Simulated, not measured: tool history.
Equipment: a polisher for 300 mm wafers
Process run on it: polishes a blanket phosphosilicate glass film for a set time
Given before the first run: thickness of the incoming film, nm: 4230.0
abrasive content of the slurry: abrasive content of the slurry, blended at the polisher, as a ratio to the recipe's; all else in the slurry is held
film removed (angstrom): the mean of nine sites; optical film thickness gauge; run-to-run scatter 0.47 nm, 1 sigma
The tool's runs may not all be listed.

run  hour  flow of slurry (ml/min)  pressure of the wafer on the pad (psi)  speed of the pad under the wafer (cm/s)  abrasive content of the slurry  polishing time (s)  film removed (angstrom)
  1   0.0                      185                                     2.2                                      102                             1.0                  30                  1445.00
  2   2.8                      185                                     2.1                                      100                             1.0                  30                  1382.40
  3   7.1                      185                                     2.0                                       98                             1.0                  30                  1284.30
  4  14.8                      185                                     1.9                                       96                             1.0                  30                  1207.90
  5  19.5                      185                                     1.8                                       96                             1.0                  30                  1148.90
  6  26.3                      185                                     1.7                                       96                             1.0                  30                  1094.60
  7  34.9                      185                                     1.6                                       96                             1.0                  30                  1038.60
  8  38.8                      155                                     1.0                                       88                             1.0                  30                   626.59
  9  45.2                      160                                     1.0                                       88                             1.0                  30                   626.23
 10  48.6                      195                                     1.3                                       88                             1.0                  30                   792.95
 11  49.5                      190                                     1.3                                       88                             1.0                  30                   795.39
 12  52.0                      185                                     1.3                                       88                             1.0                  30                   800.84
 13  59.6                      180                                     1.3                                       88                             1.0                  30                   797.67
 14  61.3                      175                                     1.3                                       88                             1.0                  30                   791.03

Run 15, settings as shown, results not yet in. Your forecast:
 15  62.1                      170                                     1.3                                       88                             1.0                  30                        ?

Logged for run 15: film removed (angstrom) 789.27.
